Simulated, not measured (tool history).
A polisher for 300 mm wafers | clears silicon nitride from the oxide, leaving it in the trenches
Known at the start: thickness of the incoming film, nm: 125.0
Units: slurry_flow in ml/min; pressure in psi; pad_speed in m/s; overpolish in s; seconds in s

run	hour	slurry_flow	pressure	pad_speed	overpolish	seconds
1	0	215	3.5	0.78	41	115.51
2	4	215	2.9	0.78	41	140.15
3	7.5	215	3.2	0.78	41	126.27
4	11.3	215	3.2	0.78	41	122.69
5	16.8	215	2.6	0.78	41	154.59
6	19.2	260	2.6	0.78	41	148.37
7	21.7	255	2.4	0.76	41	167.41

The next listed run, before its measurement:
8	25.1	255	2.2	0.74	41	?

Run 8 gave seconds 188.42 s.
